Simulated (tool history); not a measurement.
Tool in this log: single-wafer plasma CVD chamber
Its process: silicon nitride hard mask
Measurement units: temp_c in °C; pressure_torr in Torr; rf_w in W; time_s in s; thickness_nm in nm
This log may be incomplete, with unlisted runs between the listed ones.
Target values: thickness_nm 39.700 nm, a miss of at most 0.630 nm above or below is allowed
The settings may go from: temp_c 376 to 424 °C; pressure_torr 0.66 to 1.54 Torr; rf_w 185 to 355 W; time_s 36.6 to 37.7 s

{"run": 1, "hour": 0.0, "temp_c": 400, "pressure_torr": 1.1, "rf_w": 270, "time_s": 36.6, "thickness_nm": 35.879}
{"run": 2, "hour": 1.1, "temp_c": 400, "pressure_torr": 1.14, "rf_w": 270, "time_s": 36.6, "thickness_nm": 36.196}
{"run": 3, "hour": 7.5, "temp_c": 400, "pressure_torr": 1.18, "rf_w": 270, "time_s": 36.6, "thickness_nm": 36.522}
{"run": 4, "hour": 8.8, "temp_c": 400, "pressure_torr": 1.18, "rf_w": 270, "time_s": 37.7, "thickness_nm": 37.57}
{"run": 5, "hour": 13.5, "temp_c": 400, "pressure_torr": 1.21, "rf_w": 270, "time_s": 37.7, "thickness_nm": 37.659}
{"run": 6, "hour": 18.9, "temp_c": 409, "pressure_torr": 1.21, "rf_w": 270, "time_s": 37.7, "thickness_nm": 37.599}
{"run": 7, "hour": 27.5, "temp_c": 409, "pressure_torr": 1.24, "rf_w": 270, "time_s": 37.7, "thickness_nm": 37.919}
{"run": 8, "hour": 28.5, "temp_c": 409, "pressure_torr": 1.26, "rf_w": 270, "time_s": 37.7, "thickness_nm": 37.94}
{"run": 9, "hour": 35.5, "temp_c": 409, "pressure_torr": 1.26, "rf_w": 270, "time_s": 37.7, "thickness_nm": 38.347}
{"run": 10, "hour": 36.0, "temp_c": 409, "pressure_torr": 1.28, "rf_w": 270, "time_s": 37.7, "thickness_nm": 38.192}
{"run": 11, "hour": 42.7, "temp_c": 409, "pressure_torr": 1.3, "rf_w": 270, "time_s": 37.7, "thickness_nm": 38.509}

Next run, 4 choices. One meets every target within its allowed miss, the rest don't. Which?
{"run": "A", "hour": 49.4, "temp_c": 407, "pressure_torr": 1.31, "rf_w": 325, "time_s": 36.8, "thickness_nm": "?"}
{"run": "B", "hour": 49.4, "temp_c": 412, "pressure_torr": 1.31, "rf_w": 295, "time_s": 36.9, "thickness_nm": "?"}
{"run": "C", "hour": 49.4, "temp_c": 414, "pressure_torr": 1.44, "rf_w": 270, "time_s": 36.6, "thickness_nm": "?"}
{"run": "D", "hour": 49.4, "temp_c": 413, "pressure_torr": 1.3, "rf_w": 280, "time_s": 36.9, "thickness_nm": "?"}

move=A thickness_nm=41.621
move=B thickness_nm=39.505
move=C thickness_nm=38.168
move=D thickness_nm=38.302
A: pushes the last run's worst result past its target
B: every result within its allowed miss
C: lands further from the targets than the last run did
D: lands further from the targets than the last run did
Correct choice: B, which meets every target
